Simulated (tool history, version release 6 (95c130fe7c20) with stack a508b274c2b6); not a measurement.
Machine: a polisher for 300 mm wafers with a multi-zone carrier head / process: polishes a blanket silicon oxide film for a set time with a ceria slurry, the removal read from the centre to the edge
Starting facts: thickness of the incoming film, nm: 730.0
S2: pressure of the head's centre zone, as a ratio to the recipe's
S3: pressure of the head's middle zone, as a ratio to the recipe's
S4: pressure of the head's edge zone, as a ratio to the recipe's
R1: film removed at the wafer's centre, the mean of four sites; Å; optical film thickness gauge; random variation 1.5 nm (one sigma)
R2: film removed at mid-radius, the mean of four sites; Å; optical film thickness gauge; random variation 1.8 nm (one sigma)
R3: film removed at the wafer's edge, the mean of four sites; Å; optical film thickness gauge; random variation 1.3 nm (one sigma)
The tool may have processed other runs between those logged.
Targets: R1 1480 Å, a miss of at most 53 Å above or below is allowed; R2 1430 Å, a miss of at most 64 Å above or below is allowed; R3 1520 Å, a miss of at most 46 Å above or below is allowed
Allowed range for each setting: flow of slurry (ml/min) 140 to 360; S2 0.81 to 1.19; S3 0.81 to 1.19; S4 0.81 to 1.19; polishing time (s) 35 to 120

run 1 hour=0 | flow_of_slurry_(ml/min)=230 S2=1 S3=1 S4=1 polishing_time_(s)=77 | R1=2140.8 R2=2167.4 R3=2150
run 2 hour=2.3 | flow_of_slurry_(ml/min)=225 S2=0.99 S3=0.97 S4=0.98 polishing_time_(s)=72 | R1=1951.1 R2=1986.6 R3=1976.2
run 3 hour=9.1 | flow_of_slurry_(ml/min)=225 S2=0.95 S3=0.97 S4=0.98 polishing_time_(s)=72 | R1=1915.7 R2=1998.6 R3=1976.3
run 4 hour=10.6 | flow_of_slurry_(ml/min)=220 S2=0.95 S3=0.94 S4=0.97 polishing_time_(s)=69 | R1=1816.2 R2=1851.9 R3=1901.4
run 5 hour=19.3 | flow_of_slurry_(ml/min)=215 S2=0.95 S3=0.92 S4=0.95 polishing_time_(s)=66 | R1=1725.9 R2=1717.7 R3=1786.3
run 6 hour=21.2 | flow_of_slurry_(ml/min)=215 S2=0.95 S3=0.92 S4=0.91 polishing_time_(s)=66 | R1=1729.5 R2=1717.2 R3=1736.2
run 7 hour=27.2 | flow_of_slurry_(ml/min)=210 S2=0.94 S3=0.9 S4=0.89 polishing_time_(s)=65 | R1=1662.2 R2=1674.7 R3=1725.1
run 8 hour=35.5 | flow_of_slurry_(ml/min)=210 S2=0.94 S3=0.89 S4=0.88 polishing_time_(s)=63 | R1=1604.1 R2=1612.3 R3=1637.2
run 9 hour=36.4 | flow_of_slurry_(ml/min)=205 S2=0.94 S3=0.87 S4=0.87 polishing_time_(s)=62 | R1=1575.7 R2=1543.9 R3=1598
run 10 hour=38.6 | flow_of_slurry_(ml/min)=200 S2=0.94 S3=0.86 S4=0.86 polishing_time_(s)=62 | R1=1569.9 R2=1533.9 R3=1594.7
run 11 hour=45 | flow_of_slurry_(ml/min)=195 S2=0.94 S3=0.85 S4=0.85 polishing_time_(s)=62 | R1=1531.1 R2=1495.5 R3=1576.7
run 12 hour=53.9 | flow_of_slurry_(ml/min)=190 S2=0.94 S3=0.85 S4=0.84 polishing_time_(s)=62 | R1=1540.7 R2=1488 R3=1564.5

Below are 5 possible settings for the next run. Only one of them brings all results inside the allowed miss of their targets. Which is it?
run A hour=62.8 | flow_of_slurry_(ml/min)=190 S2=0.92 S3=0.84 S4=0.84 polishing_time_(s)=60 | R1=? R2=? R3=?
run B hour=62.8 | flow_of_slurry_(ml/min)=260 S2=1.04 S3=0.85 S4=0.81 polishing_time_(s)=57 | R1=? R2=? R3=?
run C hour=62.8 | flow_of_slurry_(ml/min)=155 S2=0.86 S3=0.83 S4=0.96 polishing_time_(s)=68 | R1=? R2=? R3=?
run D hour=62.8 | flow_of_slurry_(ml/min)=160 S2=0.86 S3=0.89 S4=0.84 polishing_time_(s)=66 | R1=? R2=? R3=?
run E hour=62.8 | flow_of_slurry_(ml/min)=205 S2=1.05 S3=0.89 S4=0.83 polishing_time_(s)=59 | R1=? R2=? R3=?

move=A R1=1467.4 R2=1437.2 R3=1507.4
move=B R1=1662.1 R2=1470 R3=1477.5
move=C R1=1473.5 R2=1524.2 R3=1745.2
move=D R1=1447.1 R2=1572.6 R3=1603
move=E R1=1644.6 R2=1500.5 R3=1492.7
A: every result within its allowed miss
B: the biggest miss grows against the last run
C: gets the furthest-off result to its target, but another result is out of tolerance
D: gets the furthest-off result to its target, but another result is out of tolerance
E: the biggest miss grows against the last run
The move that meets every target is A.

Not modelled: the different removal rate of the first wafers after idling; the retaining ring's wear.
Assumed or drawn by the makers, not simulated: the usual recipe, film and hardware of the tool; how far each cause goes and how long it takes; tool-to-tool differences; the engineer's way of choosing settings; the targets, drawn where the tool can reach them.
